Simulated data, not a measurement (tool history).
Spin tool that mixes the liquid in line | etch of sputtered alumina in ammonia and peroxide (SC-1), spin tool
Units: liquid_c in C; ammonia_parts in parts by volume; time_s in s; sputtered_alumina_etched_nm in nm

Run 1, hour 0: liquid_c 56 C, ammonia_parts 0.9 parts by volume, time_s 60 s. Result: sputtered_alumina_etched_nm 4.465 nm.
Run 2, hour 2.2: liquid_c 56 C, ammonia_parts 1.15 parts by volume, time_s 60 s. Result: sputtered_alumina_etched_nm 4.5166 nm.
Run 3, hour 7.4: liquid_c 63 C, ammonia_parts 1.15 parts by volume, time_s 60 s. Result: sputtered_alumina_etched_nm 6.4056 nm.
Run 4, hour 11.2: liquid_c 63.5 C, ammonia_parts 1.15 parts by volume, time_s 60 s. Result: sputtered_alumina_etched_nm 6.5545 nm.
Run 5, hour 18.1: liquid_c 63.5 C, ammonia_parts 1.15 parts by volume, time_s 40 s. Result: sputtered_alumina_etched_nm 4.4549 nm.
Run 6, hour 22.4: liquid_c 64.5 C, ammonia_parts 1.15 parts by volume, time_s 45 s. Result: sputtered_alumina_etched_nm 5.2246 nm.
Run 7, hour 28.3: liquid_c 65.5 C, ammonia_parts 1.15 parts by volume, time_s 45 s. Result: sputtered_alumina_etched_nm 5.4925 nm.
Run 8, hour 31.8: liquid_c 66 C, ammonia_parts 1.15 parts by volume, time_s 45 s. Result: sputtered_alumina_etched_nm 5.5899 nm.
Run 9, hour 38.3: liquid_c 66.5 C, ammonia_parts 1.15 parts by volume, time_s 45 s. Result: sputtered_alumina_etched_nm 5.7112 nm.
At hour 47: ammonia flow meter replaced.
Run 10, hour 47: liquid_c 70 C, ammonia_parts 1.2 parts by volume, time_s 60 s. Result: sputtered_alumina_etched_nm 9.206 nm.
Run 11, hour 49.2: liquid_c 69.5 C, ammonia_parts 1.2 parts by volume, time_s 60 s. Result: sputtered_alumina_etched_nm 9.0059 nm.

The next listed run, before its measurement:
Run 12, hour 52.6: liquid_c 69 C, ammonia_parts 1.2 parts by volume, time_s 60 s. Result: sputtered_alumina_etched_nm ?.

{"run 12": {"sputtered_alumina_etched_nm": 8.6692}}

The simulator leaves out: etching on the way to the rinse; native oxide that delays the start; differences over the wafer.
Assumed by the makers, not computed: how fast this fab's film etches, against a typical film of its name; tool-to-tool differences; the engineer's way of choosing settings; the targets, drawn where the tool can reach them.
